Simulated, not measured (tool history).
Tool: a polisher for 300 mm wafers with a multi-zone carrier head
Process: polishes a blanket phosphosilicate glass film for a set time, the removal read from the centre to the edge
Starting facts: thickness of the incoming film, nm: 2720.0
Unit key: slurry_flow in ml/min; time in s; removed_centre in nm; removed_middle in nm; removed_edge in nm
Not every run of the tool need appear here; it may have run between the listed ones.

run 1 hour=0.0 | slurry_flow=255 centre_zone=1.00 middle_zone=1.00 edge_zone=1.00 slurry_solids=1.0 time=90 | removed_centre=632.27 removed_middle=629.82 removed_edge=640.16
run 2 hour=4.8 | slurry_flow=255 centre_zone=1.00 middle_zone=1.00 edge_zone=1.04 slurry_solids=1.0 time=90 | removed_centre=640.36 removed_middle=637.75 removed_edge=626.87
run 3 hour=8.0 | slurry_flow=255 centre_zone=1.00 middle_zone=1.00 edge_zone=1.04 slurry_solids=1.0 time=76 | removed_centre=527.76 removed_middle=531.53 removed_edge=547.63
run 4 hour=11.5 | slurry_flow=255 centre_zone=1.00 middle_zone=1.00 edge_zone=1.04 slurry_solids=1.0 time=61 | removed_centre=428.17 removed_middle=426.97 removed_edge=431.10
run 5 hour=12.6 | slurry_flow=250 centre_zone=0.97 middle_zone=0.97 edge_zone=1.06 slurry_solids=1.1 time=63 | removed_centre=443.24 removed_middle=438.51 removed_edge=460.26
run 6 hour=16.4 | slurry_flow=250 centre_zone=0.97 middle_zone=0.97 edge_zone=1.06 slurry_solids=1.0 time=63 | removed_centre=425.92 removed_middle=425.51 removed_edge=460.88

Estimate the outcome of run 7 from the log above:
run 7 hour=22.6 | slurry_flow=245 centre_zone=0.94 middle_zone=0.95 edge_zone=1.08 slurry_solids=1.1 time=66 | removed_centre=? removed_middle=? removed_edge=?

Run 7 came out at removed_centre 444.41 nm, removed_middle 457.14 nm, removed_edge 499.65 nm.
